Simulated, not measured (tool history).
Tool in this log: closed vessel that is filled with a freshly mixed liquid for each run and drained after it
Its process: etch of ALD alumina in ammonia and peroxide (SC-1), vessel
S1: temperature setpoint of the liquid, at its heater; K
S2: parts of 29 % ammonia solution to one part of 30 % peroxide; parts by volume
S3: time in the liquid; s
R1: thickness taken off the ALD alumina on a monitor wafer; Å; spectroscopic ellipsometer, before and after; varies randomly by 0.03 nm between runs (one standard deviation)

run 1 hour=0 | S1=330.15 S2=1 S3=415 | R1=187.41
run 2 hour=3.4 | S1=330.15 S2=1 S3=445 | R1=202.05
run 3 hour=8.3 | S1=326.15 S2=1 S3=445 | R1=162.52
run 4 hour=13.2 | S1=323.65 S2=1 S3=445 | R1=142.15
run 5 hour=20.7 | S1=321.65 S2=1 S3=445 | R1=126.9
run 6 hour=22.6 | S1=321.65 S2=1 S3=415 | R1=118.28
run 7 hour=27.7 | S1=320.65 S2=1 S3=415 | R1=112.69
run 8 hour=34.9 | S1=320.15 S2=1 S3=415 | R1=108.69
run 9 hour=39.8 | S1=319.65 S2=1 S3=415 | R1=106.65

Run 10 is up next; what results do you expect?
run 10 hour=45.8 | S1=319.15 S2=1 S3=415 | R1=?

{"run 10": {"R1": 103.2}}

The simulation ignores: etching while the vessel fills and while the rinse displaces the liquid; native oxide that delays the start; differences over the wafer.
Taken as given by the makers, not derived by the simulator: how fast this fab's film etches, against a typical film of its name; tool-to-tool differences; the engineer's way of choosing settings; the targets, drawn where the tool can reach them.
